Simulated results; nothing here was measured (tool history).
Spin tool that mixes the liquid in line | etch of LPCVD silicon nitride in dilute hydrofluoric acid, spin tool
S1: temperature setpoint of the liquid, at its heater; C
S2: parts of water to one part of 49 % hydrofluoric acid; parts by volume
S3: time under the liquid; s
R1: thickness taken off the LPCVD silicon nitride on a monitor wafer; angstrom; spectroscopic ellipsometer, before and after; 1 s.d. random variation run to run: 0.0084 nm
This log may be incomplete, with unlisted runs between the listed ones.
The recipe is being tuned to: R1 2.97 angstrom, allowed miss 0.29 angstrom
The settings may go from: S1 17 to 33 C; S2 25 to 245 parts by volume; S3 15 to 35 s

run	day	S1	S2	S3	R1
1	0	25	135	35	1.3941
2	0.275	25	115	35	1.6262
3	0.446	26	110	35	1.8884
4	0.646	26	110	15	0.79621
5	0.967	26	110	35	1.7632
6	1.246	28.5	110	35	2.1863
7	1.533	29	110	35	2.2481
8	1.604	29.5	110	35	2.2689

Of the 5 settings listed for the next run, only one would bring every result within its allowed miss of target. Which one?
A	1.675	30	90	35	?
B	1.675	32.5	75	35	?
C	1.675	30.5	110	35	?
D	1.675	31	120	35	?
E	1.675	31.5	140	35	?

move	R1
A	2.8747
B	4.0388
C	2.4237
D	2.2893
E	2.018
A: all results in spec
B: moves the result that the last run missed by most past its target, out the other side
C: moves toward the targets from the last run without getting all of them in spec
D: no nearer and no further than the last run
E: moves away from the targets compared with the last run
The move that meets every target is A.
